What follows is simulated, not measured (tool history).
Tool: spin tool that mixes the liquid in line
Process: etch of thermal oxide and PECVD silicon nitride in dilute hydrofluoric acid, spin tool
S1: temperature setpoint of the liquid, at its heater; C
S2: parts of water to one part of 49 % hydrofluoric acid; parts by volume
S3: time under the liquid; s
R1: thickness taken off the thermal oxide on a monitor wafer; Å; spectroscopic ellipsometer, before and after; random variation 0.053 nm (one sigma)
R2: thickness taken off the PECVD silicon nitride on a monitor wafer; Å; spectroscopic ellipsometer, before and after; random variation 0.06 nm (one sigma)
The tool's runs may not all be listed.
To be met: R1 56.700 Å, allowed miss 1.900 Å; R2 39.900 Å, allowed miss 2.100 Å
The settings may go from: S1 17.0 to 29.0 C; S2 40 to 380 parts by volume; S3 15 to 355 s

run,hour,S1,S2,S3,R1,R2
1,0.0,21.0,210,180,32.918,24.272
2,5.9,21.0,210,235,42.730,33.506
3,6.8,21.0,190,225,45.775,35.372
4,7.5,21.0,190,265,53.527,40.629
5,8.3,21.0,220,265,45.223,35.613
6,10.5,21.0,220,300,50.549,40.597
7,19.1,20.5,205,295,52.710,39.559
8,25.8,19.5,175,285,60.062,44.215
9,30.0,19.0,175,285,59.444,40.974
# hour 34.6: hydrofluoric acid flow meter replaced
10,34.6,19.0,180,285,62.159,41.274
11,42.2,19.0,185,285,59.891,41.980
12,42.9,19.0,185,285,59.609,41.001

5 next moves are on the table. One of them brings every result within its allowed miss. Which?
A,43.6,19.5,165,255,?,?
B,43.6,17.0,155,260,?,?
C,43.6,18.0,215,335,?,?
D,43.6,17.0,170,290,?,?
E,43.6,17.0,180,300,?,?

move,R1,R2
A,62.293,42.516
B,61.745,38.892
C,56.414,39.133
D,61.899,39.690
E,59.910,38.865
A: further off than the last run
B: further off than the last run
C: meets every target
D: further off than the last run
E: further off than the last run
Answer: C
